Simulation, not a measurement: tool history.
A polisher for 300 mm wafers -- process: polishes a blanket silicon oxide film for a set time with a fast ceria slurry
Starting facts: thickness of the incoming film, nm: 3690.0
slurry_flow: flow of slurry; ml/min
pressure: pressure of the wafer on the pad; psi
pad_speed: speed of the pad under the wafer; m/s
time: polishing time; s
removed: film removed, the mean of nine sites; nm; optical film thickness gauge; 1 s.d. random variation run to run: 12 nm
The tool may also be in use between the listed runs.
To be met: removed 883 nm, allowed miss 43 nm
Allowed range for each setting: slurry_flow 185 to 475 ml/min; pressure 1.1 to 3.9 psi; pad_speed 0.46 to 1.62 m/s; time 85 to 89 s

run	hour	slurry_flow	pressure	pad_speed	time	removed
1	0	305	2.5	1.04	85	1358.7
2	7.1	305	2.2	1.02	85	1188.3
3	11.9	305	2.2	1.16	85	1338.1
4	14.3	305	2.2	1.16	85	1313.4
5	19.1	335	2.2	1.16	85	1312
6	26.5	285	2.2	1.16	85	1335.6
7	29.2	285	1.9	1.14	85	1114.5
8	33.1	285	1.4	1.12	85	826.32

Below are 4 possible settings for the next run. Only one of them brings all results inside the allowed miss of their targets. Which is it?
A	37	280	1.2	1.3	89	?
B	37	350	1.2	1.18	88	?
C	37	255	1.1	1.18	87	?
D	37	370	1.6	0.9	89	?

move	removed
A	855.9
B	786.38
C	694.33
D	806.7
A: every result lands within tolerance
B: its largest miss is bigger than the last run's
C: its largest miss is bigger than the last run's
D: its largest miss is bigger than the last run's
A is the move that brings every result within its allowed miss.
